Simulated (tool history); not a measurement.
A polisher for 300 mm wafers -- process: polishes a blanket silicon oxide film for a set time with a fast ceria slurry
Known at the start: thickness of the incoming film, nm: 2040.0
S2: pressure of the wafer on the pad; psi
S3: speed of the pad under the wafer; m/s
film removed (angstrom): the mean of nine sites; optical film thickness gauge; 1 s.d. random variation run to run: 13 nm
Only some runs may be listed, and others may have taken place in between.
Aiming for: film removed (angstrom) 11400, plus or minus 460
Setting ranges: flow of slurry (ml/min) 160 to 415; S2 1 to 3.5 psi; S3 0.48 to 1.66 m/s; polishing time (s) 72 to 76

{"run": 1, "hour": 0.0, "flow of slurry (ml/min)": 265, "S2": 2.2, "S3": 1.06, "polishing time (s)": 72, "film removed (angstrom)": 8175}
{"run": 2, "hour": 8.1, "flow of slurry (ml/min)": 265, "S2": 2.3, "S3": 1.06, "polishing time (s)": 72, "film removed (angstrom)": 8636.2}
{"run": 3, "hour": 12.7, "flow of slurry (ml/min)": 265, "S2": 2.4, "S3": 1.06, "polishing time (s)": 72, "film removed (angstrom)": 8762.1}
{"run": 4, "hour": 21.0, "flow of slurry (ml/min)": 265, "S2": 2.7, "S3": 1.06, "polishing time (s)": 72, "film removed (angstrom)": 9969.2}
{"run": 5, "hour": 23.1, "flow of slurry (ml/min)": 265, "S2": 2.8, "S3": 1.06, "polishing time (s)": 72, "film removed (angstrom)": 10224}
{"run": 6, "hour": 25.4, "flow of slurry (ml/min)": 265, "S2": 2.9, "S3": 1.06, "polishing time (s)": 72, "film removed (angstrom)": 10703}
{"run": 7, "hour": 26.1, "flow of slurry (ml/min)": 265, "S2": 2.9, "S3": 1.06, "polishing time (s)": 72, "film removed (angstrom)": 10337}
{"run": 8, "hour": 28.0, "flow of slurry (ml/min)": 265, "S2": 3, "S3": 1.06, "polishing time (s)": 72, "film removed (angstrom)": 11130}

Of the 4 settings listed for the next run, only one would bring every result within its allowed miss of target. Which one?
{"run": "A", "hour": 29.9, "flow of slurry (ml/min)": 235, "S2": 2.9, "S3": 0.98, "polishing time (s)": 76, "film removed (angstrom)": "?"}
{"run": "B", "hour": 29.9, "flow of slurry (ml/min)": 260, "S2": 3.4, "S3": 0.88, "polishing time (s)": 73, "film removed (angstrom)": "?"}
{"run": "C", "hour": 29.9, "flow of slurry (ml/min)": 260, "S2": 2.7, "S3": 1.08, "polishing time (s)": 74, "film removed (angstrom)": "?"}
{"run": "D", "hour": 29.9, "flow of slurry (ml/min)": 255, "S2": 3.3, "S3": 1.02, "polishing time (s)": 72, "film removed (angstrom)": "?"}

move=A film_removed_(angstrom)=10289
move=B film_removed_(angstrom)=10534
move=C film_removed_(angstrom)=10391
move=D film_removed_(angstrom)=11612
A: moves away from the targets compared with the last run
B: moves away from the targets compared with the last run
C: moves away from the targets compared with the last run
D: all results land within tolerance of their targets
The move that meets every target is D.
